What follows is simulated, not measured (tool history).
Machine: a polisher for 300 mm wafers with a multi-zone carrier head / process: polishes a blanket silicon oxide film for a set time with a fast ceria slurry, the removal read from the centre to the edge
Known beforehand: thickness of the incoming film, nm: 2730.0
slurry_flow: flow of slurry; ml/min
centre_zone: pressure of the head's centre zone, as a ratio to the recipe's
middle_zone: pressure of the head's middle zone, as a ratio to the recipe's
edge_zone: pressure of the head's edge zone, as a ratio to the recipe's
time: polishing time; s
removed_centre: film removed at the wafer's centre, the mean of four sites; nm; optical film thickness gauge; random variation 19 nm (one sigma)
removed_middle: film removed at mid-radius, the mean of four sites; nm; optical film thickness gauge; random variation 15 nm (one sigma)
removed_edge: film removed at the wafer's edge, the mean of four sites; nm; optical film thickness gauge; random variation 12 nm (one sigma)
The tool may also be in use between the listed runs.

{"run": 1, "hour": 0.0, "slurry_flow": 280, "centre_zone": 1, "middle_zone": 1, "edge_zone": 1, "time": 60, "removed_centre": 873.79, "removed_middle": 871.52, "removed_edge": 883.53}
{"run": 2, "hour": 4.3, "slurry_flow": 320, "centre_zone": 1, "middle_zone": 1, "edge_zone": 1, "time": 60, "removed_centre": 865.75, "removed_middle": 884.67, "removed_edge": 896.14}
{"run": 3, "hour": 8.0, "slurry_flow": 345, "centre_zone": 1, "middle_zone": 1, "edge_zone": 1, "time": 60, "removed_centre": 878.73, "removed_middle": 893.03, "removed_edge": 884.49}
{"run": 4, "hour": 8.7, "slurry_flow": 335, "centre_zone": 1.02, "middle_zone": 0.99, "edge_zone": 1.04, "time": 67, "removed_centre": 1013, "removed_middle": 987.76, "removed_edge": 1006.3}
{"run": 5, "hour": 12.6, "slurry_flow": 330, "centre_zone": 1.01, "middle_zone": 0.97, "edge_zone": 1.06, "time": 72, "removed_centre": 1074.7, "removed_middle": 1028.2, "removed_edge": 1091}
{"run": 6, "hour": 16.3, "slurry_flow": 330, "centre_zone": 1.01, "middle_zone": 0.91, "edge_zone": 1.06, "time": 72, "removed_centre": 1063.3, "removed_middle": 986.28, "removed_edge": 1090.3}

For run 7, what comes out?
{"run": 7, "hour": 23.6, "slurry_flow": 330, "centre_zone": 1.01, "middle_zone": 0.92, "edge_zone": 1.07, "time": 76, "removed_centre": "?", "removed_middle": "?", "removed_edge": "?"}

{"run 7": {"removed_centre": 1119.2, "removed_middle": 1029.6, "removed_edge": 1168.7}}

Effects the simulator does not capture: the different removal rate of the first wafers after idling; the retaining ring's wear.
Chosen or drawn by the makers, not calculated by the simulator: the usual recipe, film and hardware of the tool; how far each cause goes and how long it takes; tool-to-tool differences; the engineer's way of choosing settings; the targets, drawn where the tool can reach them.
